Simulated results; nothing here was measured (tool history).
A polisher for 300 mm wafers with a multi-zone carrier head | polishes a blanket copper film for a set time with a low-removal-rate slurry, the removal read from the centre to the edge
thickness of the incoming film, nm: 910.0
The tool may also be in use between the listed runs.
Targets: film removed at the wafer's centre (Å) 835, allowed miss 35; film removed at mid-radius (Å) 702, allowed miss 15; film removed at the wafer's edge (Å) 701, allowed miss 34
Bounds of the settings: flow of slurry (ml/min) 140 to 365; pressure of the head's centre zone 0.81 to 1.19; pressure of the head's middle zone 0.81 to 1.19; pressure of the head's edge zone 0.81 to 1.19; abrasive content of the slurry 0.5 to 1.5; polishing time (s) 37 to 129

run	hour	flow of slurry (ml/min)	pressure of the head's centre zone	pressure of the head's middle zone	pressure of the head's edge zone	abrasive content of the slurry	polishing time (s)	film removed at the wafer's centre (Å)	film removed at mid-radius (Å)	film removed at the wafer's edge (Å)
1	0	235	1	1	1	1	83	1250.4	1217.2	1214.1
2	7.9	235	1.01	0.98	0.97	0.9	78	1153.4	1097.6	1051.6
3	10.4	225	1.01	0.95	0.97	0.85	75	1063.5	1028.2	1050
4	13.3	225	1.01	0.95	1.03	0.85	75	1082.7	1020.6	1041.5
5	14	225	1.01	0.91	1.03	0.85	75	1076.1	983.39	1068.8
6	18.6	230	1.03	0.91	1.02	0.8	71	1038.7	926.98	986.34
7	27.3	235	1.04	0.91	1.01	0.75	68	1007.7	869.13	924.32
8	35	235	1.04	0.91	1	0.7	66	935.7	839.47	880.47
9	41.5	240	1.05	0.91	0.99	0.65	64	918.09	807.74	842.2
10	48.8	245	1.06	0.91	0.97	0.6	63	912.69	772.36	786.06
11	54.2	245	1.06	0.9	0.95	0.6	63	897.44	762.56	785.75

Which of these 5 next moves meets every target?
A	59.6	275	1.05	0.81	1.04	0.55	59	?	?	?
B	59.6	360	1.05	0.88	0.85	0.55	57	?	?	?
C	59.6	220	1.06	0.82	0.99	0.65	59	?	?	?
D	59.6	215	0.99	0.81	0.91	0.55	64	?	?	?
E	59.6	265	1.16	0.81	0.99	0.8	55	?	?	?

move	film removed at the wafer's centre (Å)	film removed at mid-radius (Å)	film removed at the wafer's edge (Å)
A	830	657.8	792.73
B	823.93	696.99	709.03
C	843.47	670.61	785.78
D	823.05	694.64	790.42
E	919.86	659.37	776.9
A: takes the result that was furthest off past its target
B: meets every target
C: takes the result that was furthest off past its target
D: brings the result that was furthest off to its target, and leaves another outside
E: takes the result that was furthest off past its target
The right move is B.
